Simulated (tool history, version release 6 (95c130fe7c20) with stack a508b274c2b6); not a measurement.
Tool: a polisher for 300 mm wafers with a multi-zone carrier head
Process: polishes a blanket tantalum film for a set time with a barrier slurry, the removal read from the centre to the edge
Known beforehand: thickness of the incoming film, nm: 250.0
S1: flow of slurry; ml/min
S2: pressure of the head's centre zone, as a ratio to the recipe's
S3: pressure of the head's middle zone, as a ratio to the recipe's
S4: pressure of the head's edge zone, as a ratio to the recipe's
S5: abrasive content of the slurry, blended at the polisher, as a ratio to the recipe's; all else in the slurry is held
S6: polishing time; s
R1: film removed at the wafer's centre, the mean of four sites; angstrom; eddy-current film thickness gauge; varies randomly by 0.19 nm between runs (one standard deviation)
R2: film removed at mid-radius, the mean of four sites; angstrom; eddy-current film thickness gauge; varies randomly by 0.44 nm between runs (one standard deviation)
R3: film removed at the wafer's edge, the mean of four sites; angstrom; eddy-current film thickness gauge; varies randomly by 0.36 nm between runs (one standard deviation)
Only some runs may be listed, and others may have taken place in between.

run,hour,S1,S2,S3,S4,S5,S6,R1,R2,R3
1,0.0,285,1.00,1.00,1.00,1.00,31,257.40,264.96,259.76
2,1.7,290,1.00,1.01,1.02,1.05,31,261.58,267.56,263.30
3,9.3,290,0.99,1.01,1.03,1.10,31,259.08,272.58,267.91
4,10.2,290,0.99,1.01,1.03,1.25,31,271.22,277.62,278.33
5,14.1,290,0.99,1.01,1.11,1.25,31,271.56,276.96,289.80
6,21.5,290,0.99,1.01,1.11,1.25,35,305.08,312.51,325.67
7,26.5,285,0.98,1.01,1.11,1.25,35,301.82,314.27,321.50
8,32.1,280,0.97,1.01,1.11,1.25,35,296.83,320.66,325.54
9,36.9,275,0.97,1.01,1.11,1.25,35,295.41,309.51,327.95

Predict the results of run 10:
10,45.1,275,0.97,1.01,1.10,1.25,35,?,?,?

Run 10 gave R1 298.13 angstrom, R2 305.79 angstrom, R3 326.89 angstrom.
